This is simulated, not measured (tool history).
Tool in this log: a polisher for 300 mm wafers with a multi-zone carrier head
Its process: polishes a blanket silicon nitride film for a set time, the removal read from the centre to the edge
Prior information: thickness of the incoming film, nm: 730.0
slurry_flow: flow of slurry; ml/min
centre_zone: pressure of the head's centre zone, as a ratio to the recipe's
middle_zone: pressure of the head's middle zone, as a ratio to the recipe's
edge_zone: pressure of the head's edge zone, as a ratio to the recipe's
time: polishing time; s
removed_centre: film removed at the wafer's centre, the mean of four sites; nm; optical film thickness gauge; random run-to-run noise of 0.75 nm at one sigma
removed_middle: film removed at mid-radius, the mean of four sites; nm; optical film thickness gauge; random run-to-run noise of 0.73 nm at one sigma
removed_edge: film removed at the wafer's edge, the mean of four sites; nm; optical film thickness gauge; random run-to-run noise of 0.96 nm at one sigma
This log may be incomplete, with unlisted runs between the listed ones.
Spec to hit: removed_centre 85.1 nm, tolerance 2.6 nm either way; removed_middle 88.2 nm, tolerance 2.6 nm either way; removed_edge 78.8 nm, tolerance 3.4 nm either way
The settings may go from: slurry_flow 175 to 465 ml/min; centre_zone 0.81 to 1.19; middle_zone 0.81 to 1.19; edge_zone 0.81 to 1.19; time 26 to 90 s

run  hour  slurry_flow  centre_zone  middle_zone  edge_zone  time  removed_centre  removed_middle  removed_edge
  1     0          295            1            1          1    58          107.54          104.77        105.71
  2   5.5          295            1            1          1    65           121.6          113.98        119.91
  3  13.8          295            1            1       1.04    65          120.57          116.95        121.12
  4  20.3          295         0.94            1       1.04    65          112.43          116.38        121.53
  5  24.9          295         0.94            1       1.04    75          128.84          135.03        141.91
  6  33.9          305         0.95         1.02          1    68          122.13          123.28        121.97
  7  35.2          315         0.93         1.01       0.97    64          110.08          116.92        116.02
  8  38.8          310         0.94         1.02       0.95    60          106.18          109.94        106.93
  9  39.5          310         0.94         1.03       0.93    57          101.59          105.52        100.51
 10  40.5          310         0.94         1.03       0.91    54          95.546          99.161        96.646
 11  44.6          320         0.95         1.04        0.9    52          91.366          96.519        92.138
 12  51.6          315         0.96         1.05       0.88    51          91.002          97.122        87.989
 13  58.2          310         0.96         1.05       0.87    50          87.732          92.833        87.471
 14  61.1          315         0.98         1.06       0.86    49          89.751          93.049        86.698
 15  66.1          315         0.99         1.07       0.85    48          87.568          91.543        84.144

Which one of the following 5 next-run settings gets every result inside its allowed miss? There is exactly one.
  A  71.1          305         0.99         1.08          1    43               ?               ?             ?
  B  71.1          230         1.05         1.03       0.89    45               ?               ?             ?
  C  71.1          300         1.02          1.1       0.86    45               ?               ?             ?
  D  71.1          295         0.95         1.11       0.87    45               ?               ?             ?
  E  71.1          340         1.06         1.15       0.81    45               ?               ?             ?

move  removed_centre  removed_middle  removed_edge
   A          78.808          82.907        79.748
   B          84.082          81.031        78.488
   C          84.484          88.008        79.081
   D          79.382          88.586        79.283
   E          88.384          92.397        78.127
A: meets the target for the result that was furthest off, but another lies outside its allowed miss
B: meets the target for the result that was furthest off, but another lies outside its allowed miss
C: all results in spec
D: meets the target for the result that was furthest off, but another lies outside its allowed miss
E: meets the target for the result that was furthest off, but another lies outside its allowed miss
Move C is the one to make.

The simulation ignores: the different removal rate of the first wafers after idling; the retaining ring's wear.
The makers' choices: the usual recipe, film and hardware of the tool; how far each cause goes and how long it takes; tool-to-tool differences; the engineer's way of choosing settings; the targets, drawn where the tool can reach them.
